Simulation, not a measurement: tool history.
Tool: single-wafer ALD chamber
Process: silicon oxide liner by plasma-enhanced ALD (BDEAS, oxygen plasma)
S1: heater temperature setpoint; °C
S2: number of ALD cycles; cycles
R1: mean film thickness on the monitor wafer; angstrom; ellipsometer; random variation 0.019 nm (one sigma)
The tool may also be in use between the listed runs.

run 1 day=0.000 | S1=315 S2=82 | R1=76.612
run 2 day=0.046 | S1=315 S2=77 | R1=71.416
run 3 day=0.292 | S1=305 S2=77 | R1=73.081
run 4 day=0.529 | S1=298 S2=77 | R1=74.446
run 5 day=0.871 | S1=294 S2=77 | R1=75.586
run 6 day=1.017 | S1=291 S2=77 | R1=75.848

Run 7 comes next. What will it give?
run 7 day=1.296 | S1=293 S2=73 | R1=?

Run 7 gave R1 71.485 angstrom.
